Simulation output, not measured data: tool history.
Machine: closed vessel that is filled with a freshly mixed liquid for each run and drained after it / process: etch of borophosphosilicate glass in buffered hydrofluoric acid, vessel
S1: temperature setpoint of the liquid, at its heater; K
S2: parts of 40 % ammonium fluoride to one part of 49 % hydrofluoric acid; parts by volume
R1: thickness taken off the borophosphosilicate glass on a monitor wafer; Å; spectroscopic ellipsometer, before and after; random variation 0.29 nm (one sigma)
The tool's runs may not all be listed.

Run 1, hour 0.0: S1 298.15 K, S2 21.5 parts by volume, time in the liquid (s) 30. Result: R1 232.12 Å.
Run 2, hour 6.5: S1 301.65 K, S2 21.5 parts by volume, time in the liquid (s) 30. Result: R1 277.91 Å.
Run 3, hour 8.0: S1 301.65 K, S2 17.5 parts by volume, time in the liquid (s) 30. Result: R1 330.93 Å.
Run 4, hour 9.6: S1 302.65 K, S2 15.5 parts by volume, time in the liquid (s) 30. Result: R1 395.22 Å.
Run 5, hour 17.9: S1 303.15 K, S2 14.5 parts by volume, time in the liquid (s) 30. Result: R1 435.22 Å.
Run 6, hour 21.2: S1 303.65 K, S2 14.0 parts by volume, time in the liquid (s) 30. Result: R1 464.45 Å.
Run 7, hour 22.4: S1 304.15 K, S2 13.5 parts by volume, time in the liquid (s) 30. Result: R1 491.96 Å.
Run 8, hour 27.8: S1 305.15 K, S2 10.0 parts by volume, time in the liquid (s) 30. Result: R1 693.53 Å.

Run 9, settings as shown, results not yet in. Your forecast:
Run 9, hour 31.7: S1 302.65 K, S2 10.0 parts by volume, time in the liquid (s) 30. Result: R1 ?.

{"run 9": {"R1": 615.05}}

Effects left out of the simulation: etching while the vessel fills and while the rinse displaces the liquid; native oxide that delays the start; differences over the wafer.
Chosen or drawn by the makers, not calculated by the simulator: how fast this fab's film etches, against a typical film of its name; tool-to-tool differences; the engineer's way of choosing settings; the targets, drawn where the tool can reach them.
